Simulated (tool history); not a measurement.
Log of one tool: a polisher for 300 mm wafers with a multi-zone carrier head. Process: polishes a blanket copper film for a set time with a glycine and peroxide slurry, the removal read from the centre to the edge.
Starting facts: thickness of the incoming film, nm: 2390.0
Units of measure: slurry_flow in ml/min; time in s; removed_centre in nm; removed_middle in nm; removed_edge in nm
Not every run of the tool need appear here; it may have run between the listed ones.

{"run": 1, "hour": 0.0, "slurry_flow": 150, "centre_zone": 1.0, "middle_zone": 1.0, "edge_zone": 1.0, "time": 47, "removed_centre": 235.69, "removed_middle": 234.6, "removed_edge": 234.39}
{"run": 2, "hour": 6.3, "slurry_flow": 150, "centre_zone": 1.07, "middle_zone": 1.0, "edge_zone": 1.0, "time": 47, "removed_centre": 251.53, "removed_middle": 236.53, "removed_edge": 227.43}
{"run": 3, "hour": 13.9, "slurry_flow": 140, "centre_zone": 1.06, "middle_zone": 0.97, "edge_zone": 0.98, "time": 46, "removed_centre": 240.61, "removed_middle": 227.7, "removed_edge": 225.81}
{"run": 4, "hour": 20.9, "slurry_flow": 140, "centre_zone": 1.06, "middle_zone": 0.97, "edge_zone": 0.9, "time": 46, "removed_centre": 238.3, "removed_middle": 223.15, "removed_edge": 212.77}
{"run": 5, "hour": 21.6, "slurry_flow": 130, "centre_zone": 1.06, "middle_zone": 0.97, "edge_zone": 0.9, "time": 46, "removed_centre": 233.21, "removed_middle": 213.73, "removed_edge": 210.16}
{"run": 6, "hour": 26.2, "slurry_flow": 130, "centre_zone": 1.15, "middle_zone": 0.97, "edge_zone": 0.9, "time": 46, "removed_centre": 253.05, "removed_middle": 215.15, "removed_edge": 210.8}
{"run": 7, "hour": 30.9, "slurry_flow": 120, "centre_zone": 1.12, "middle_zone": 0.95, "edge_zone": 0.9, "time": 45, "removed_centre": 241.07, "removed_middle": 205.35, "removed_edge": 205.11}
{"run": 8, "hour": 34.9, "slurry_flow": 115, "centre_zone": 1.09, "middle_zone": 0.94, "edge_zone": 0.9, "time": 45, "removed_centre": 228.43, "removed_middle": 203.47, "removed_edge": 198.61}
{"run": 9, "hour": 35.7, "slurry_flow": 115, "centre_zone": 1.09, "middle_zone": 0.94, "edge_zone": 0.9, "time": 45, "removed_centre": 229.43, "removed_middle": 196.34, "removed_edge": 197.25}

Predict the results of run 10:
{"run": 10, "hour": 43.2, "slurry_flow": 110, "centre_zone": 1.07, "middle_zone": 0.94, "edge_zone": 0.93, "time": 45, "removed_centre": "?", "removed_middle": "?", "removed_edge": "?"}

Run 10 produced removed_centre 216.42 nm, removed_middle 200.77 nm, removed_edge 205.40 nm.
